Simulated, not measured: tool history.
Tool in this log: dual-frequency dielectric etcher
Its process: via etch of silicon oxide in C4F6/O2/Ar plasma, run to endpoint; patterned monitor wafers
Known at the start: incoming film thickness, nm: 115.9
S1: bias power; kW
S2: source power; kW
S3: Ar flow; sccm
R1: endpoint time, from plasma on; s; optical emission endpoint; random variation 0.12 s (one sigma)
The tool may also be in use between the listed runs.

{"run": 1, "day": 0.0, "S1": 0.566, "S2": 0.34, "S3": 360, "R1": 29.705}
{"run": 2, "day": 0.067, "S1": 0.566, "S2": 0.3, "S3": 360, "R1": 30.948}
{"run": 3, "day": 0.321, "S1": 0.529, "S2": 0.29, "S3": 362, "R1": 32.08}
{"run": 4, "day": 0.617, "S1": 0.498, "S2": 0.29, "S3": 363, "R1": 32.976}
{"run": 5, "day": 0.846, "S1": 0.498, "S2": 0.29, "S3": 320, "R1": 32.764}
{"run": 6, "day": 1.038, "S1": 0.472, "S2": 0.29, "S3": 320, "R1": 33.194}
{"run": 7, "day": 1.258, "S1": 0.45, "S2": 0.29, "S3": 321, "R1": 33.886}
{"run": 8, "day": 1.442, "S1": 0.432, "S2": 0.29, "S3": 321, "R1": 34.097}

Run 9, settings as shown, results not yet in. Your forecast:
{"run": 9, "day": 1.546, "S1": 0.339, "S2": 0.26, "S3": 330, "R1": "?"}

Run 9 came out at R1 38.722 s.

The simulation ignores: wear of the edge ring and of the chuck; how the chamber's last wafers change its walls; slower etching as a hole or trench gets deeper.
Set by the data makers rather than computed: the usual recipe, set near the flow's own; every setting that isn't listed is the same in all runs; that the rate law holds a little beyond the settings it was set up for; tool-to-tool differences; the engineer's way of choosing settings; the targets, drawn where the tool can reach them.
